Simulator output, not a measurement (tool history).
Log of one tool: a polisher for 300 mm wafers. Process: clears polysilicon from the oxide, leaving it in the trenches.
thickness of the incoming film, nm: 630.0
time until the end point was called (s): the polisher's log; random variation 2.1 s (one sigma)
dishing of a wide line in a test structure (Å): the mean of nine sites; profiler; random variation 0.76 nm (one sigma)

run,hour,flow of slurry (ml/min),pressure of the wafer on the pad (psi),speed of the pad under the wafer (m/s),overpolish time after the end point (s),time until the end point was called (s),dishing of a wide line in a test structure (Å)
1,0,255,1.7,1.24,25,66.084,355.73
2,3.6,255,1.9,1.24,25,59.329,354.78
3,12.3,250,1.5,1.12,21,82.416,359.91
4,18.9,255,1.3,1.04,25,99,367.83
5,19.9,230,1.2,1,19,113.33,343.68
6,29,230,1.2,1,29,113.08,370.27

Forecast run 7:
7,29.7,210,1.1,1,22,?,?

time until the end point was called (s): 125.57
dishing of a wide line in a test structure (Å): 365.86
